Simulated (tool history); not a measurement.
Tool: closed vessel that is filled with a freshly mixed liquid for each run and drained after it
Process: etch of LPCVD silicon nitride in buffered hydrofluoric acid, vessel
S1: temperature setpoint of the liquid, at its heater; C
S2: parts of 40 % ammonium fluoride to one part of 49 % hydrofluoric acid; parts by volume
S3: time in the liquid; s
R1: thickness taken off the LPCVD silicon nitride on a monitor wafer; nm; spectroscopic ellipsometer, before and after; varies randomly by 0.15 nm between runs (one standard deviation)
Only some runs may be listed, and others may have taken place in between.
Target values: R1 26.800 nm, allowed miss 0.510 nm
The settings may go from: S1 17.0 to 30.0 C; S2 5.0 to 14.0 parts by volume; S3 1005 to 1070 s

run  hour    S1    S2    S3      R1
  1   0.0  22.0   8.5  1005  14.681
  2   7.0  22.0   8.5  1070  15.601
  3  12.8  24.5   8.0  1070  19.163
  4  15.7  26.0   8.0  1070  20.828
  5  18.9  26.0   9.5  1070  17.770
  6  21.2  26.0  11.0  1070  15.500
  7  24.7  27.0  10.0  1070  17.981
  8  28.6  28.0   9.5  1070  19.929
  9  30.5  28.0   9.5  1070  19.576
 10  37.5  28.5   9.0  1070  20.772
 11  43.7  29.0   8.5  1070  22.971
 12  46.2  29.5   8.0  1070  25.110
 13  48.0  29.5   8.0  1070  25.239
 14  51.1  30.0   7.5  1070  27.736

4 next moves are on the table. One of them brings every result within its allowed miss. Which?
  A  54.2  29.0  7.5  1040   ?
  B  54.2  30.0  7.5  1010   ?
  C  54.2  29.5  7.5  1060   ?
  D  54.2  30.0  8.0  1070   ?

move      R1
   A  25.422
   B  26.020
   C  26.601
   D  25.710
A: takes the result that was furthest off past its target
B: takes the result that was furthest off past its target
C: every result within its allowed miss
D: takes the result that was furthest off past its target
The right move is C.
